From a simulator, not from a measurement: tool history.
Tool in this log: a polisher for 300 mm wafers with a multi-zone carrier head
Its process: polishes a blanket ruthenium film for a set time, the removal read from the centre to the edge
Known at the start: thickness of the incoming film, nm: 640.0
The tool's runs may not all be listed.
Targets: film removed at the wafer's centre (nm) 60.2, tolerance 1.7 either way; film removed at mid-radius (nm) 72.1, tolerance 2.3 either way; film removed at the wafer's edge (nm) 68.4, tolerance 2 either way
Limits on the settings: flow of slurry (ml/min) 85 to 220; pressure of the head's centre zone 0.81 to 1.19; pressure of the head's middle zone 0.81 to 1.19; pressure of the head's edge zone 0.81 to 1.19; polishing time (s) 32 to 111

run    day  flow of slurry (ml/min)  pressure of the head's centre zone  pressure of the head's middle zone  pressure of the head's edge zone  polishing time (s)  film removed at the wafer's centre (nm)  film removed at mid-radius (nm)  film removed at the wafer's edge (nm)
  1      0                      140                                   1                                   1                                 1                  71                                    52.38                           51.243                                 53.377
  2  0.104                      155                                0.99                                1.04                              1.04                  73                                   54.222                           56.597                                 57.983
  3  0.262                      170                                0.99                                1.07                              1.06                  73                                   55.633                           59.032                                  58.65
  4  0.546                      170                                0.99                                1.14                              1.06                  73                                   56.183                           62.002                                 57.945
  5  0.696                      170                                0.99                                1.18                              1.06                  73                                   55.981                           64.286                                 57.836
  6  1.008                      170                                0.99                                 1.1                              1.06                  73                                    56.02                           59.926                                 58.895
  7  1.258                      180                                0.98                                1.12                              1.08                  74                                    57.06                           61.691                                 59.211
  8  1.525                      150                                0.91                                1.16                              1.11                  88                                   61.146                           74.366                                  70.94

Which one of the following 5 next-run settings gets every result inside its allowed miss? There is exactly one.
  A  1.792                      130                                0.86                                1.01                              1.04                  99                                        ?                                ?                                      ?
  B  1.792                      195                                0.93                                1.18                              1.07                  85                                        ?                                ?                                      ?
  C  1.792                      175                                0.95                                1.19                              1.16                  82                                        ?                                ?                                      ?
  D  1.792                      135                                0.93                                1.18                              1.05                  92                                        ?                                ?                                      ?
  E  1.792                      215                                0.85                                1.19                              1.14                  85                                        ?                                ?                                      ?

move  film removed at the wafer's centre (nm)  film removed at mid-radius (nm)  film removed at the wafer's edge (nm)
   A                                   62.408                           72.306                                   75.7
   B                                   63.443                           76.722                                 69.649
   C                                   61.309                           73.227                                 69.089
   D                                   63.474                           77.419                                  70.97
   E                                   58.873                           78.423                                 72.686
A: its largest miss is bigger than the last run's
B: the worst result of the last run now meets its target, but another is out of spec
C: each result inside its tolerance
D: its largest miss is bigger than the last run's
E: its largest miss is bigger than the last run's
Move C is the one to make.
